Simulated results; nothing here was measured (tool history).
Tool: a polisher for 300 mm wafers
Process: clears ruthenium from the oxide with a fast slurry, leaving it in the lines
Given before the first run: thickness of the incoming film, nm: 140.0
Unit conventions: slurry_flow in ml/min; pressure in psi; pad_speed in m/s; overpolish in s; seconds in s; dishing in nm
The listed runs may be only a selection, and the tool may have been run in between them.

run	hour	slurry_flow	pressure	pad_speed	slurry_solids	overpolish	seconds	dishing
1	0.0	185	3.2	1.16	1.0	8	29.674	30.824
2	2.0	185	3.2	1.16	1.0	6	29.584	22.998
3	9.7	185	3.4	1.20	1.0	7	26.540	29.103
4	14.0	185	2.8	1.20	1.0	7	31.758	24.672
5	19.8	185	2.8	1.20	1.0	4	32.262	14.788
6	25.9	185	3.2	1.20	1.0	4	29.183	16.405

What will run 7 give?
7	32.6	185	3.3	1.26	1.0	5	?	?

{"run 7": {"seconds": 26.603, "dishing": 21.267}}
